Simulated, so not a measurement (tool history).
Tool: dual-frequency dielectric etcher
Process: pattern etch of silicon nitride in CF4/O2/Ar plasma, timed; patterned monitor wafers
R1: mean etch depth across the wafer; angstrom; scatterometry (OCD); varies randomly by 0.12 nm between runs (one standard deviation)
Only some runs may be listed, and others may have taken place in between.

{"run": 1, "hour": 0.0, "source power (W)": 710, "bias power (W)": 41, "Ar flow (sccm)": 124, "CF4 flow (sccm)": 120, "etch time (s)": 8.5, "R1": 214.63}
{"run": 2, "hour": 1.7, "source power (W)": 730, "bias power (W)": 41, "Ar flow (sccm)": 124, "CF4 flow (sccm)": 120, "etch time (s)": 8.5, "R1": 218.83}
{"run": 3, "hour": 8.4, "source power (W)": 730, "bias power (W)": 41, "Ar flow (sccm)": 103, "CF4 flow (sccm)": 120, "etch time (s)": 8.5, "R1": 223.72}
{"run": 4, "hour": 16.2, "source power (W)": 740, "bias power (W)": 41, "Ar flow (sccm)": 103, "CF4 flow (sccm)": 120, "etch time (s)": 8.5, "R1": 226.93}
{"run": 5, "hour": 20.8, "source power (W)": 750, "bias power (W)": 41, "Ar flow (sccm)": 103, "CF4 flow (sccm)": 120, "etch time (s)": 8.5, "R1": 229.21}
{"hour": 23.0, "done": "bias power generator calibrated"}
{"run": 6, "hour": 23.0, "source power (W)": 870, "bias power (W)": 41, "Ar flow (sccm)": 103, "CF4 flow (sccm)": 120, "etch time (s)": 8.5, "R1": 265.52}

Estimate the outcome of run 7 from the log above:
{"run": 7, "hour": 26.2, "source power (W)": 850, "bias power (W)": 41, "Ar flow (sccm)": 103, "CF4 flow (sccm)": 120, "etch time (s)": 8.5, "R1": "?"}

Run 7 measured R1 261.79 angstrom.
